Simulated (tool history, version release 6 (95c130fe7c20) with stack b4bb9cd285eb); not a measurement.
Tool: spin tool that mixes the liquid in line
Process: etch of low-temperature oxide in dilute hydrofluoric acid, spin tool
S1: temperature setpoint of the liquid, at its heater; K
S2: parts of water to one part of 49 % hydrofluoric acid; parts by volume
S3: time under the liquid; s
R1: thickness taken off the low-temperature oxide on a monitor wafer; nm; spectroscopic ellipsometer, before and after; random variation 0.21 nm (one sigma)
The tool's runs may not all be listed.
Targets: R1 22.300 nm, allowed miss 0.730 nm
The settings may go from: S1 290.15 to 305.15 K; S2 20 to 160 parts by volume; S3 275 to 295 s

run  hour      S1   S2   S3      R1
  1   0.0  297.15   90  275  43.116
  2   4.0  295.15  100  275  36.131
  3   7.5  295.15   85  275  42.815
  4  11.9  293.65   95  275  35.570
  5  18.2  293.65   95  295  38.178
     20.9  -- hydrofluoric acid flow meter replaced
  6  20.9  292.65  105  295  35.263
  7  25.0  292.15  115  295  31.322
  8  33.2  291.65  125  295  27.706
  9  38.9  291.65  125  295  27.913
 10  42.2  291.15  130  295  25.646

Which of these 4 next moves meets every target?
  A  45.5  290.15  150  285   ?
  B  45.5  292.15  145  275   ?
  C  45.5  291.15  120  295   ?
  D  45.5  290.15  125  275   ?

move      R1
   A  20.711
   B  22.536
   C  28.774
   D  24.579
A: takes the result that was furthest off past its target
B: meets every target
C: further off than the last run
D: nearer than the last run, and not there yet
Answer: B
